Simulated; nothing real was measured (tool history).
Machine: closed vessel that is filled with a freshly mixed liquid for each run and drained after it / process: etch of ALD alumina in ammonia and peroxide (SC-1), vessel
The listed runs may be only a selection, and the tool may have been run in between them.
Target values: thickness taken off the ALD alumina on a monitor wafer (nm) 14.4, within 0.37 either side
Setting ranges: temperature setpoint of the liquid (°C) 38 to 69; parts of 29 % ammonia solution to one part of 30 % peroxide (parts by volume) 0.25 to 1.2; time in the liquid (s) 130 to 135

run,hour,temperature setpoint of the liquid (°C),parts of 29 % ammonia solution to one part of 30 % peroxide (parts by volume),time in the liquid (s),thickness taken off the ALD alumina on a monitor wafer (nm)
1,0,53,0.95,130,8.5932
2,3.8,54,0.95,130,9.1099
3,11.7,55,0.95,130,9.5832
4,14.1,55,1.15,130,9.8308
5,15.9,56,1.15,130,10.313
6,18.8,56,1.15,130,10.327
7,20.4,56,1.15,130,10.345
8,22,56.5,1.15,130,10.619
9,24.9,57,1.15,130,10.927
10,32.3,57.5,1.15,130,11.17
11,37.7,58,1.15,130,11.485
12,42.4,58.5,1.15,130,11.863
13,48.6,59,1.15,130,12.088
14,49.6,59.5,1.15,130,12.364
15,57.9,60,1.15,130,12.793
16,59.4,61.5,1.15,130,13.741

Exercise: of the 4 proposed moves below, exactly one satisfies all targets within the stated allowed misses. Which move is it?
A,60.9,61.5,1.2,130,?
B,60.9,62.5,1.2,130,?
C,60.9,60.5,1.2,135,?
D,60.9,60,1.1,135,?

move,thickness taken off the ALD alumina on a monitor wafer (nm)
A,13.805
B,14.522
C,13.624
D,13.17
A: better than the last run, though not everything is in spec
B: all results land within tolerance of their targets
C: lands further from the targets than the last run did
D: lands further from the targets than the last run did
The move that meets every target is B.
